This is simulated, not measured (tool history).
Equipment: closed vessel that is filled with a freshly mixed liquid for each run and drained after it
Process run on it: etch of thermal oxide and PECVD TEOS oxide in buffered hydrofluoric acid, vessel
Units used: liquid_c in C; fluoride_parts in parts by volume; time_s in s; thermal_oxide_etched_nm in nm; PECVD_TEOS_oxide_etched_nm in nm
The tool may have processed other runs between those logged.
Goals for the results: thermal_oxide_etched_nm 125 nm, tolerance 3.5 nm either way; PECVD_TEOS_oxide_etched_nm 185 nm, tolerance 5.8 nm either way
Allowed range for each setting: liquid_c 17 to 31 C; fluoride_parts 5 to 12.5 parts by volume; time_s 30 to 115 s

run 1 hour=0 | liquid_c=23 fluoride_parts=7.5 time_s=60 | thermal_oxide_etched_nm=80.722 PECVD_TEOS_oxide_etched_nm=118.7
run 2 hour=2.3 | liquid_c=25.5 fluoride_parts=7.5 time_s=60 | thermal_oxide_etched_nm=92.409 PECVD_TEOS_oxide_etched_nm=136.85
run 3 hour=5.7 | liquid_c=27 fluoride_parts=7.5 time_s=60 | thermal_oxide_etched_nm=100.82 PECVD_TEOS_oxide_etched_nm=148.79
run 4 hour=6.9 | liquid_c=25 fluoride_parts=7.5 time_s=60 | thermal_oxide_etched_nm=89.483 PECVD_TEOS_oxide_etched_nm=132.14
run 5 hour=8.2 | liquid_c=26.5 fluoride_parts=7.5 time_s=60 | thermal_oxide_etched_nm=97.844 PECVD_TEOS_oxide_etched_nm=145.84
run 6 hour=15.1 | liquid_c=28 fluoride_parts=7.5 time_s=60 | thermal_oxide_etched_nm=105.17 PECVD_TEOS_oxide_etched_nm=155.42
run 7 hour=17.8 | liquid_c=29 fluoride_parts=7.5 time_s=60 | thermal_oxide_etched_nm=111.39 PECVD_TEOS_oxide_etched_nm=163.08
run 8 hour=22.6 | liquid_c=29.5 fluoride_parts=7.5 time_s=60 | thermal_oxide_etched_nm=114.32 PECVD_TEOS_oxide_etched_nm=171.71
run 9 hour=29.1 | liquid_c=29.5 fluoride_parts=7.5 time_s=60 | thermal_oxide_etched_nm=113.36 PECVD_TEOS_oxide_etched_nm=169.55
run 10 hour=34.3 | liquid_c=30 fluoride_parts=7.5 time_s=60 | thermal_oxide_etched_nm=116.56 PECVD_TEOS_oxide_etched_nm=175.45
run 11 hour=36.9 | liquid_c=30.5 fluoride_parts=7.5 time_s=60 | thermal_oxide_etched_nm=119.65 PECVD_TEOS_oxide_etched_nm=178.71

Consider the 4 candidate settings below. Which is the only one whose results all fall within their allowed miss of target?
run A hour=39.5 | liquid_c=31 fluoride_parts=8 time_s=65 | thermal_oxide_etched_nm=? PECVD_TEOS_oxide_etched_nm=?
run B hour=39.5 | liquid_c=30 fluoride_parts=7 time_s=55 | thermal_oxide_etched_nm=? PECVD_TEOS_oxide_etched_nm=?
run C hour=39.5 | liquid_c=30 fluoride_parts=8 time_s=60 | thermal_oxide_etched_nm=? PECVD_TEOS_oxide_etched_nm=?
run D hour=39.5 | liquid_c=31 fluoride_parts=8.5 time_s=65 | thermal_oxide_etched_nm=? PECVD_TEOS_oxide_etched_nm=?

move=A thermal_oxide_etched_nm=124.53 PECVD_TEOS_oxide_etched_nm=182.85
move=B thermal_oxide_etched_nm=115.51 PECVD_TEOS_oxide_etched_nm=169.6
move=C thermal_oxide_etched_nm=109.1 PECVD_TEOS_oxide_etched_nm=160.2
move=D thermal_oxide_etched_nm=116.62 PECVD_TEOS_oxide_etched_nm=171.24
A: all results in spec
B: the biggest miss grows against the last run
C: the biggest miss grows against the last run
D: the biggest miss grows against the last run
Go with A: it meets all targets.
